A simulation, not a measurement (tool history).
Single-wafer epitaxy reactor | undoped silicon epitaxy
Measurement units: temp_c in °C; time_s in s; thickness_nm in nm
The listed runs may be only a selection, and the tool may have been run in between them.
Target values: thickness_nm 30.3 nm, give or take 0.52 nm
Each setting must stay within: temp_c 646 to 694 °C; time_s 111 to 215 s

run 1 hour=0 | temp_c=670 time_s=163 | thickness_nm=47.258
run 2 hour=4.7 | temp_c=680 time_s=163 | thickness_nm=59.144
run 3 hour=7.7 | temp_c=675 time_s=163 | thickness_nm=52.981
run 4 hour=14.9 | temp_c=668 time_s=163 | thickness_nm=45.489
run 5 hour=18.9 | temp_c=668 time_s=173 | thickness_nm=48.615
run 6 hour=24.5 | temp_c=668 time_s=153 | thickness_nm=42.435
run 7 hour=25.8 | temp_c=665 time_s=153 | thickness_nm=39.434
-- hour=27.9 pyrometer calibrated
run 8 hour=27.9 | temp_c=663 time_s=153 | thickness_nm=33.144
run 9 hour=30.7 | temp_c=660 time_s=153 | thickness_nm=30.917

Pick the move, out of 5, that brings all results within their allowed miss; only one does.
run A hour=33.5 | temp_c=664 time_s=146 | thickness_nm=?
run B hour=33.5 | temp_c=669 time_s=130 | thickness_nm=?
run C hour=33.5 | temp_c=665 time_s=141 | thickness_nm=?
run D hour=33.5 | temp_c=657 time_s=168 | thickness_nm=?
run E hour=33.5 | temp_c=660 time_s=150 | thickness_nm=?

move=A thickness_nm=32.518
move=B thickness_nm=32.505
move=C thickness_nm=32.143
move=D thickness_nm=31.752
move=E thickness_nm=30.427
A: lands further from the targets than the last run did
B: lands further from the targets than the last run did
C: lands further from the targets than the last run did
D: lands further from the targets than the last run did
E: every result within its allowed miss
Go with E: it meets all targets.

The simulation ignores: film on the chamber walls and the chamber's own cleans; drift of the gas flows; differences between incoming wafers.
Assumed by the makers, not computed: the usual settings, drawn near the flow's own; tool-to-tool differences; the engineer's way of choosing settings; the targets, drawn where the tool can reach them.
